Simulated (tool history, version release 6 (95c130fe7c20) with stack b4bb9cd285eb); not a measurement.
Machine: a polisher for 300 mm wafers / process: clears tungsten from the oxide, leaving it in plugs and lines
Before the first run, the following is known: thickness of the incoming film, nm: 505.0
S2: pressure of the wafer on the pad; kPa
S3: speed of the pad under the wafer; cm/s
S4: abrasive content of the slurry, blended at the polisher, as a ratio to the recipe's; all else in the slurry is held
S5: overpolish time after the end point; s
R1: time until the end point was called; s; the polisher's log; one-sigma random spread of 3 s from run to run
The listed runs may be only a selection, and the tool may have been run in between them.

run 1 hour=0.0 | flow_of_slurry_(ml/min)=125 S2=20.7 S3=142 S4=1.0 S5=11 | R1=103.050
run 2 hour=4.8 | flow_of_slurry_(ml/min)=125 S2=20.7 S3=142 S4=1.0 S5=11 | R1=101.970
run 3 hour=12.1 | flow_of_slurry_(ml/min)=100 S2=20.7 S3=142 S4=1.0 S5=11 | R1=105.910
run 4 hour=15.2 | flow_of_slurry_(ml/min)=100 S2=20.7 S3=142 S4=1.0 S5=9 | R1=106.960
run 5 hour=21.8 | flow_of_slurry_(ml/min)=110 S2=20.7 S3=142 S4=1.0 S5=9 | R1=105.890
run 6 hour=28.9 | flow_of_slurry_(ml/min)=140 S2=20.7 S3=142 S4=1.0 S5=9 | R1=99.713
run 7 hour=31.9 | flow_of_slurry_(ml/min)=140 S2=19.3 S3=140 S4=1.0 S5=9 | R1=105.790
run 8 hour=35.3 | flow_of_slurry_(ml/min)=140 S2=19.3 S3=140 S4=1.0 S5=9 | R1=107.830
run 9 hour=43.8 | flow_of_slurry_(ml/min)=140 S2=19.3 S3=140 S4=1.0 S5=9 | R1=106.010

What will run 10 give?
run 10 hour=46.2 | flow_of_slurry_(ml/min)=140 S2=17.9 S3=138 S4=1.0 S5=9 | R1=?

{"run 10": {"R1": 114.73}}
